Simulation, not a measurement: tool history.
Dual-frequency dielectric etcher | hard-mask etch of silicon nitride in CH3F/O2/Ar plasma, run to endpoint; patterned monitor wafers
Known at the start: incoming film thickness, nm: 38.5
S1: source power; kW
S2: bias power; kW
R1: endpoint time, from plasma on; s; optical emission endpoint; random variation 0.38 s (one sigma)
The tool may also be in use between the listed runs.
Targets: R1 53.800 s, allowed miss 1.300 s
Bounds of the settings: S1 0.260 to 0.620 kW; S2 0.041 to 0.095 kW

{"run": 1, "hour": 0.0, "S1": 0.44, "S2": 0.068, "R1": 60.151}
{"run": 2, "hour": 8.8, "S1": 0.5, "S2": 0.068, "R1": 57.591}
{"run": 3, "hour": 15.4, "S1": 0.43, "S2": 0.068, "R1": 60.757}
{"run": 4, "hour": 19.7, "S1": 0.43, "S2": 0.077, "R1": 58.177}
{"run": 5, "hour": 22.6, "S1": 0.44, "S2": 0.078, "R1": 57.463}
{"run": 6, "hour": 23.5, "S1": 0.37, "S2": 0.078, "R1": 61.591}
{"run": 7, "hour": 26.9, "S1": 0.39, "S2": 0.079, "R1": 59.658}
{"run": 8, "hour": 30.8, "S1": 0.4, "S2": 0.08, "R1": 59.648}
{"run": 9, "hour": 35.2, "S1": 0.41, "S2": 0.081, "R1": 59.125}
{"run": 10, "hour": 36.8, "S1": 0.42, "S2": 0.082, "R1": 57.864}
{"run": 11, "hour": 39.4, "S1": 0.43, "S2": 0.082, "R1": 57.453}
{"run": 12, "hour": 48.3, "S1": 0.44, "S2": 0.082, "R1": 56.86}
{"run": 13, "hour": 51.7, "S1": 0.45, "S2": 0.082, "R1": 56.493}
{"run": 14, "hour": 55.0, "S1": 0.46, "S2": 0.082, "R1": 56.013}
{"run": 15, "hour": 61.5, "S1": 0.47, "S2": 0.082, "R1": 55.403}

5 next moves are on the table. One of them brings every result within its allowed miss. Which?
{"run": "A", "hour": 68.0, "S1": 0.52, "S2": 0.078, "R1": "?"}
{"run": "B", "hour": 68.0, "S1": 0.45, "S2": 0.079, "R1": "?"}
{"run": "C", "hour": 68.0, "S1": 0.4, "S2": 0.084, "R1": "?"}
{"run": "D", "hour": 68.0, "S1": 0.43, "S2": 0.083, "R1": "?"}
{"run": "E", "hour": 68.0, "S1": 0.45, "S2": 0.076, "R1": "?"}

move=A R1=54.868
move=B R1=57.695
move=C R1=59.156
move=D R1=57.806
move=E R1=58.365
A: meets every target
B: further off than the last run
C: further off than the last run
D: further off than the last run
E: further off than the last run
Move A is the one to make.

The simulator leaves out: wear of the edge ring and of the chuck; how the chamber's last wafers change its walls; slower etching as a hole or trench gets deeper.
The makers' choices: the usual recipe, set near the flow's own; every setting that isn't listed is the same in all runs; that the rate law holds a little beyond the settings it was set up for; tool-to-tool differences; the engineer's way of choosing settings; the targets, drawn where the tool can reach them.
